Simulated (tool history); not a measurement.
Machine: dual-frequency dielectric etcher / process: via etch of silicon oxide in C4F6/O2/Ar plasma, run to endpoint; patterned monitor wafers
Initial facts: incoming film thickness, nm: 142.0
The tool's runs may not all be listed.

run    day  bias power (kW)  source power (kW)  Ar flow (sccm)  endpoint time (s)
  1  0.000            0.324              0.360             243             37.986
  2  0.258            0.339              0.370             242             36.086
  3  0.392            0.347              0.370             242             35.984
  4  0.608            0.355              0.370             242             36.249
  5  0.767            0.328              0.370             242             37.377
  6  0.846            0.340              0.370             241             36.494
  7  0.967            0.340              0.370             241             36.372

Expected results for the next run?
  8  1.058            0.350              0.370             240                  ?

{"run 8": {"endpoint time (s)": 35.931}}
